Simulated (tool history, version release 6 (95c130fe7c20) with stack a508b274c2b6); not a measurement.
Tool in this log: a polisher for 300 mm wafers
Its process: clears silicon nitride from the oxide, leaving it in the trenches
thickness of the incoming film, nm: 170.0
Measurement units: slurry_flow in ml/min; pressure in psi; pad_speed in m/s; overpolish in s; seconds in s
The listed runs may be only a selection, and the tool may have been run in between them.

run  hour  slurry_flow  pressure  pad_speed  overpolish  seconds
  1   0.0          305       3.3       1.04          35   120.42
  2   8.3          305       3.3       1.04          37   116.97
  3  16.2          305       3.4       1.04          37   118.01
  4  24.2          255       3.4       1.04          37   120.88
  5  33.2          260       3.5       1.04          37   114.12
  6  35.9          260       3.5       1.04          35   116.10
  7  44.9          260       3.6       1.04          35   118.50
  8  52.1          265       3.8       1.04          35   109.88
  9  53.7          265       3.9       1.04          35   111.65

Run 10 is up next; what results do you expect?
 10  60.7          265       4.0       1.04          35        ?

{"run 10": {"seconds": 108.47}}
